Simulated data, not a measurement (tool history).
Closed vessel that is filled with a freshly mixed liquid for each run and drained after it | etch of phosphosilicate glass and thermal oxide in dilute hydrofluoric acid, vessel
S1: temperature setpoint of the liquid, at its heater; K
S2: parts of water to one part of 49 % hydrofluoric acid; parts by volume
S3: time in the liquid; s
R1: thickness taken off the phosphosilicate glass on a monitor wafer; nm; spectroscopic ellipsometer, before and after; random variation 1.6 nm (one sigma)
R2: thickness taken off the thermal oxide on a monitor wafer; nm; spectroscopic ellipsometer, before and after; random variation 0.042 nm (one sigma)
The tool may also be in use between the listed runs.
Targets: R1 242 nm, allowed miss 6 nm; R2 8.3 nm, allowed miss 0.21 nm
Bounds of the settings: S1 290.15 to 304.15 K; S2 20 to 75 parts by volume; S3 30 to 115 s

run 1 hour=0 | S1=296.15 S2=45 S3=60 | R1=191.51 R2=6.5022
run 2 hour=3.8 | S1=297.65 S2=45 S3=60 | R1=201.13 R2=6.9452
run 3 hour=12.1 | S1=298.65 S2=45 S3=60 | R1=210.68 R2=7.2316
run 4 hour=19.5 | S1=299.65 S2=45 S3=60 | R1=220.47 R2=7.4705
run 5 hour=27.7 | S1=299.65 S2=45 S3=85 | R1=307.87 R2=10.702
run 6 hour=32.9 | S1=299.65 S2=45 S3=105 | R1=382.56 R2=13.123
run 7 hour=40 | S1=297.15 S2=45 S3=105 | R1=349.63 R2=11.956
run 8 hour=41.9 | S1=295.15 S2=45 S3=105 | R1=319.95 R2=10.938
run 9 hour=43.4 | S1=293.65 S2=45 S3=105 | R1=300.65 R2=10.172
run 10 hour=52.7 | S1=292.65 S2=45 S3=105 | R1=284.48 R2=9.8161
run 11 hour=58.1 | S1=292.15 S2=45 S3=105 | R1=281.75 R2=9.6044
run 12 hour=62.2 | S1=291.65 S2=45 S3=105 | R1=273.6 R2=9.3806
run 13 hour=68.9 | S1=291.15 S2=45 S3=105 | R1=267.35 R2=9.2612
run 14 hour=74.5 | S1=290.65 S2=45 S3=105 | R1=264.85 R2=8.9387

5 next moves are on the table. One of them brings every result within its allowed miss. Which?
run A hour=80.1 | S1=297.15 S2=55 S3=95 | R1=? R2=?
run B hour=80.1 | S1=300.65 S2=65 S3=100 | R1=? R2=?
run C hour=80.1 | S1=291.65 S2=25 S3=50 | R1=? R2=?
run D hour=80.1 | S1=290.65 S2=40 S3=90 | R1=? R2=?
run E hour=80.1 | S1=293.65 S2=55 S3=100 | R1=? R2=?

move=A R1=252.44 R2=8.7102
move=B R1=255.36 R2=8.8107
move=C R1=240.34 R2=8.2927
move=D R1=254.43 R2=8.7788
move=E R1=229.75 R2=7.9271
A: nearer than the last run, and not there yet
B: nearer than the last run, and not there yet
C: meets every target
D: nearer than the last run, and not there yet
E: takes the result that was furthest off past its target
The right move is C.
